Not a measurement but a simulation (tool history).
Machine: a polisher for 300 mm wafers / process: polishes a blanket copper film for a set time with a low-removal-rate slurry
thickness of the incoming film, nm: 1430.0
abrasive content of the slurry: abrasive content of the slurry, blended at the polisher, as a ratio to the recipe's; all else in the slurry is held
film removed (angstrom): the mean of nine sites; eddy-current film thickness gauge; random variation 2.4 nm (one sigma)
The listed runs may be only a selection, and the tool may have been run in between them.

| run | hour | flow of slurry (ml/min) | pressure of the wafer on the pad (kPa) | speed of the pad under the wafer (m/s) | abrasive content of the slurry | polishing time (s) | film removed (angstrom) |
|---|---|---|---|---|---|---|---|
| 1 | 0 | 265 | 15.2 | 1.34 | 1 | 83 | 2606.2 |
| 2 | 4.1 | 265 | 17.9 | 1.34 | 1 | 83 | 3128.7 |
| 3 | 6.4 | 265 | 17.9 | 1.5 | 1 | 83 | 3438.3 |
| 4 | 8.5 | 265 | 17.9 | 1.5 | 1 | 83 | 3437.2 |
| 5 | 11 | 265 | 16.5 | 1.5 | 1 | 83 | 3209.8 |
| 6 | 12.9 | 265 | 14.5 | 1.5 | 1 | 83 | 2829.5 |

What will run 7 give?
| 7 | 15.5 | 265 | 13.8 | 1.5 | 1 | 83 | ? |

film removed (angstrom): 2689.1

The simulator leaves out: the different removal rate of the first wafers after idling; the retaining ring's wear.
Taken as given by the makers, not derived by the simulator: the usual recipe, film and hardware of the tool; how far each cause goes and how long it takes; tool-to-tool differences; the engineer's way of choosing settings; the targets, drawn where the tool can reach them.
